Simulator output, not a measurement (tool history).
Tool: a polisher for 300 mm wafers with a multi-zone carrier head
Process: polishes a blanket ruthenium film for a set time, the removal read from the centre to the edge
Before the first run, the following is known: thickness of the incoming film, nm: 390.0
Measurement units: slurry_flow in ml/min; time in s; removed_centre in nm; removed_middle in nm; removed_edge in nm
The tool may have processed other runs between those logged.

run	hour	slurry_flow	centre_zone	middle_zone	edge_zone	time	removed_centre	removed_middle	removed_edge
1	0	270	1	1	1	72	111.13	107.35	112.24
2	2.1	270	0.99	1.02	0.95	60	92.576	91.64	89.956
3	4.8	265	0.96	1.01	0.92	54	76.958	82.072	77.297
4	10.6	305	0.96	1.01	0.92	54	78.494	84.182	79.478
5	18.2	305	0.9	1.01	0.92	54	75.7	83.902	79.761
6	27	305	0.9	1.08	0.92	54	77.466	88.025	80.499
7	31.1	285	0.92	1.02	0.89	52	74.862	80.82	73.784

What does the tool deliver on the next run?
8	34.7	270	0.9	0.98	0.87	52	?	?	?

{"run 8": {"removed_centre": 71.135, "removed_middle": 77.589, "removed_edge": 75.358}}

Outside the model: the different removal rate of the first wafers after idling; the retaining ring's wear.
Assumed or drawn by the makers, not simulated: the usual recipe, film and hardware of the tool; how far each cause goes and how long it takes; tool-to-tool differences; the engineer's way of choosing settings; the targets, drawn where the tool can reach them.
